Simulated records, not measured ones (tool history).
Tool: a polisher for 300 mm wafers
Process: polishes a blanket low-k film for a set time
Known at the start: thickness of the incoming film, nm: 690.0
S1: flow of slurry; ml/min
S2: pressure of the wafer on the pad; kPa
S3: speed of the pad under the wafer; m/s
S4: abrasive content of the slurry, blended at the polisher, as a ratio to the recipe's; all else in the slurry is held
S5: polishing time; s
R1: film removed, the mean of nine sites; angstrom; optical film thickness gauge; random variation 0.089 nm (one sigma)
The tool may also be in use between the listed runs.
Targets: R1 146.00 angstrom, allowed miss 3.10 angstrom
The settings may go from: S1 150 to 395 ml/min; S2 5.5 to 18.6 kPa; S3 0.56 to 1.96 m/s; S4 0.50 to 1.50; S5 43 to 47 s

run    day   S1    S2    S3    S4  S5      R1
  1  0.000  250  11.7  1.26  1.00  47  239.81
  2  0.050  245  10.3  1.26  1.00  47  211.98
  3  0.312  245  10.3  1.26  0.85  47  194.66
  4  0.525  240   9.7  1.26  0.85  47  183.96
  5  0.558  190   9.7  1.26  0.85  47  175.63
  6  0.617  190   9.7  1.26  1.05  47  195.37
  7  0.867  190   9.7  1.26  1.05  47  197.10
  8  0.904  185   9.0  1.26  1.05  47  182.55
  9  1.212  180   8.3  1.26  1.05  47  168.93
 10  1.408  175   7.6  1.26  1.05  47  156.73
 11  1.667  165   6.9  1.26  1.05  47  140.33

4 next moves are on the table. One of them brings every result within its allowed miss. Which?
  A  1.925  155  6.9  1.28  1.00  46   ?
  B  1.925  155  7.6  1.18  1.10  44   ?
  C  1.925  150  7.6  1.12  1.20  47   ?
  D  1.925  150  6.2  1.46  1.05  46   ?

move      R1
   A  135.13
   B  138.78
   C  146.95
   D  138.29
A: further off than the last run
B: further off than the last run
C: meets every target
D: further off than the last run
The right move is C.

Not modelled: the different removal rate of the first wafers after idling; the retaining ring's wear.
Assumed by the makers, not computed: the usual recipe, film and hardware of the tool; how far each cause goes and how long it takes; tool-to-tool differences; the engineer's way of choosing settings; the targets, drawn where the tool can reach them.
